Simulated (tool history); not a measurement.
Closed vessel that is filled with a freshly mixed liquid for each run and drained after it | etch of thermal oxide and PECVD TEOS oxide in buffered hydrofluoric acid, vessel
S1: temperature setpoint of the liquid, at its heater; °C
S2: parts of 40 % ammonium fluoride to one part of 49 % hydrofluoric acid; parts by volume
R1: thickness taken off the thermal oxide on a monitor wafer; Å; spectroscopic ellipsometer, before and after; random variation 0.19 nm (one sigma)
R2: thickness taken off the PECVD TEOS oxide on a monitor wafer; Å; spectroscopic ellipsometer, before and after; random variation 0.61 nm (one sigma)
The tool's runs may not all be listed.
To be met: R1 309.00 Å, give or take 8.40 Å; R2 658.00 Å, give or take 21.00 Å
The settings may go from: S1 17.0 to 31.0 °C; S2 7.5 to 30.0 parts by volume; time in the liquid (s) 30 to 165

run 1 day=0.000 | S1=23.0 S2=21.0 time_in_the_liquid_(s)=85 | R1=417.35 R2=900.38
run 2 day=0.125 | S1=23.0 S2=18.0 time_in_the_liquid_(s)=85 | R1=483.14 R2=1021.40
run 3 day=0.462 | S1=22.0 S2=18.5 time_in_the_liquid_(s)=85 | R1=445.23 R2=937.53
run 4 day=0.762 | S1=21.5 S2=19.0 time_in_the_liquid_(s)=85 | R1=417.19 R2=907.39
run 5 day=0.838 | S1=23.0 S2=19.0 time_in_the_liquid_(s)=85 | R1=461.54 R2=952.69
run 6 day=0.929 | S1=20.0 S2=19.0 time_in_the_liquid_(s)=85 | R1=387.43 R2=828.40
run 7 day=1.233 | S1=20.0 S2=19.0 time_in_the_liquid_(s)=85 | R1=388.99 R2=822.79
run 8 day=1.438 | S1=19.5 S2=19.0 time_in_the_liquid_(s)=85 | R1=378.42 R2=794.85
run 9 day=1.508 | S1=19.0 S2=19.5 time_in_the_liquid_(s)=85 | R1=351.11 R2=745.52
run 10 day=1.842 | S1=18.5 S2=19.5 time_in_the_liquid_(s)=85 | R1=342.96 R2=733.61
run 11 day=2.121 | S1=17.5 S2=19.5 time_in_the_liquid_(s)=85 | R1=326.65 R2=702.20
run 12 day=2.467 | S1=17.5 S2=20.0 time_in_the_liquid_(s)=85 | R1=315.78 R2=680.70

Exactly one of the 4 candidate moves below puts every result within its allowed miss. Which one?
run A day=2.812 | S1=17.0 S2=22.5 time_in_the_liquid_(s)=100 | R1=? R2=?
run B day=2.812 | S1=17.0 S2=13.0 time_in_the_liquid_(s)=60 | R1=? R2=?
run C day=2.812 | S1=18.5 S2=27.0 time_in_the_liquid_(s)=95 | R1=? R2=?
run D day=2.812 | S1=18.0 S2=20.0 time_in_the_liquid_(s)=85 | R1=? R2=?

move=A R1=335.69 R2=720.72
move=B R1=334.19 R2=717.49
move=C R1=306.57 R2=658.19
move=D R1=328.04 R2=704.29
A: further off than the last run
B: further off than the last run
C: every result lands within tolerance
D: further off than the last run
Correct choice: C, which meets every target
